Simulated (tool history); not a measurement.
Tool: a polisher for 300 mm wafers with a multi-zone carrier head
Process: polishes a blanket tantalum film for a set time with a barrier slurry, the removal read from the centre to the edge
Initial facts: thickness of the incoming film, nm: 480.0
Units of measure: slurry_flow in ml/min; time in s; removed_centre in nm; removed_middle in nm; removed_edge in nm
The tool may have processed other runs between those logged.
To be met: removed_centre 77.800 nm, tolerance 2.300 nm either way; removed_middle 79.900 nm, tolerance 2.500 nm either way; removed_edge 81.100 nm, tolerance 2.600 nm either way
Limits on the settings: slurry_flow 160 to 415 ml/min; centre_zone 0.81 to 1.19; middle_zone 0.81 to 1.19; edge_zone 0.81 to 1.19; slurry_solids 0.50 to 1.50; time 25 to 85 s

run  hour  slurry_flow  centre_zone  middle_zone  edge_zone  slurry_solids  time  removed_centre  removed_middle  removed_edge
  1   0.0          265         1.00         1.00       1.00           1.00    55          90.258          92.306        94.306
  2   7.2          255         0.98         0.98       0.96           0.95    55          85.906          86.942        87.762
  3  10.0          255         0.98         0.98       0.96           0.95    68         108.120         108.710       108.750
  4  13.8          245         0.94         0.95       0.93           0.85    68          99.461         103.710       104.180
  5  19.4          240         0.93         0.93       0.90           0.75    67          92.697          95.830        98.737
  6  28.0          235         0.93         0.93       0.88           0.70    66          89.212          90.868        92.770
  7  35.7          230         0.92         0.93       0.86           0.65    66          86.048          89.821        90.070
  8  40.7          225         0.92         0.92       0.85           0.60    66          84.495          86.875        86.347
  9  46.4          190         0.86         0.85       0.81           0.55    66          72.298          76.783        81.397
 10  47.3          260         0.91         0.89       0.82           0.50    64          74.846          75.944        78.449
 11  48.1          260         0.91         0.90       0.83           0.50    64          75.643          76.494        78.765

5 candidate next runs follow, results not yet known. Just one meets every target within its allowed miss. Identify it.
  A  48.9          225         0.97         0.98       0.81           0.50    64               ?               ?             ?
  B  48.9          265         0.97         1.08       0.93           0.50    57               ?               ?             ?
  C  48.9          175         0.92         0.92       0.83           0.55    66               ?               ?             ?
  D  48.9          200         0.89         0.96       0.81           0.55    62               ?               ?             ?
  E  48.9          245         0.96         0.97       0.81           0.55    65               ?               ?             ?

move  removed_centre  removed_middle  removed_edge
   A          79.490          80.269        75.968
   B          72.151          78.908        72.813
   C          78.053          79.163        80.478
   D          72.206          78.315        75.649
   E          83.715          84.621        80.611
A: meets the target for the result that was furthest off, but another lies outside its allowed miss
B: meets the target for the result that was furthest off, but another lies outside its allowed miss
C: meets every target
D: meets the target for the result that was furthest off, but another lies outside its allowed miss
E: pushes the last run's worst result past its target
C is the move that brings every result within its allowed miss.

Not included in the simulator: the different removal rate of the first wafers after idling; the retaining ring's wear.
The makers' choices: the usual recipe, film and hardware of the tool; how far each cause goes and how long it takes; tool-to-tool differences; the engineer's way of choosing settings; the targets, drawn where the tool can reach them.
